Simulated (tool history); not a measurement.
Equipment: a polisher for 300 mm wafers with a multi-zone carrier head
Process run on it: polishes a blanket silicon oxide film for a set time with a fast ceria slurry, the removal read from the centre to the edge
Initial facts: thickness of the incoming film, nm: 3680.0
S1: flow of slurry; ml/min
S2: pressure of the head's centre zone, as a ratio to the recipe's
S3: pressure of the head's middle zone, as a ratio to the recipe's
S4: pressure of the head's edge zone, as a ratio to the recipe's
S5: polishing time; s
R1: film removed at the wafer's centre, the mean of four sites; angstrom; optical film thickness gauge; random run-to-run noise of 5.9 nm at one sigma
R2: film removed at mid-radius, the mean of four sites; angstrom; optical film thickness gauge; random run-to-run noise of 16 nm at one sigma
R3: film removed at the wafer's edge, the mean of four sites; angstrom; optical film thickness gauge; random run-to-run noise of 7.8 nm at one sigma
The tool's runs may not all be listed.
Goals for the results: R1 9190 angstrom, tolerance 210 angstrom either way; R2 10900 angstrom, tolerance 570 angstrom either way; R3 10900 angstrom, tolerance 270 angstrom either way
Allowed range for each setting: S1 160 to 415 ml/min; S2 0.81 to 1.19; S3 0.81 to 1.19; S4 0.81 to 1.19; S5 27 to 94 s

run  hour   S1    S2    S3    S4  S5      R1      R2      R3
  1     0  265     1     1     1  60  8413.4  8634.7  8764.1
  2   4.1  215     1     1     1  60  8150.2  8360.5  8567.6
  3    13  265     1     1     1  60    8518  8574.4  8616.3
  4  17.1  265  0.98  1.02  1.04  62  8599.1  8884.7  9139.8
  5  18.5  270  0.96  1.05  1.07  64  8660.9  9695.4  9643.4
  6  26.5  285  0.95  1.06   1.1  65  8707.5  9820.7    9924
  7  31.9  295  0.95  1.07  1.12  66  8917.1   10438   10186
  8  39.5  300  0.95  1.07  1.14  66  8998.3   10306   10255
  9  45.4  305  0.94  1.07  1.15  67  9118.3   10462   10665
 10  50.1  310  0.94  1.08  1.16  67  9061.6   10454   10552

Pick the move, out of 5, that brings all results within their allowed miss; only one does.
  A  54.8  285     1  1.11  1.11  66   ?   ?   ?
  B  54.8  335  0.91  1.16  1.12  67   ?   ?   ?
  C  54.8  400  0.91  1.08  1.15  69   ?   ?   ?
  D  54.8  330  0.99     1  1.14  65   ?   ?   ?
  E  54.8  315  0.86  0.96  0.94  72   ?   ?   ?

move      R1      R2     R3
   A  9324.6   10430  10185
   B  8840.1   11150  10493
   C  9235.2   10959  11080
   D  9224.1  9537.1  10284
   E  8971.8   10184  10336
A: its largest miss is bigger than the last run's
B: its largest miss is bigger than the last run's
C: hits every target within its allowed miss
D: its largest miss is bigger than the last run's
E: its largest miss is bigger than the last run's
The right move is C.
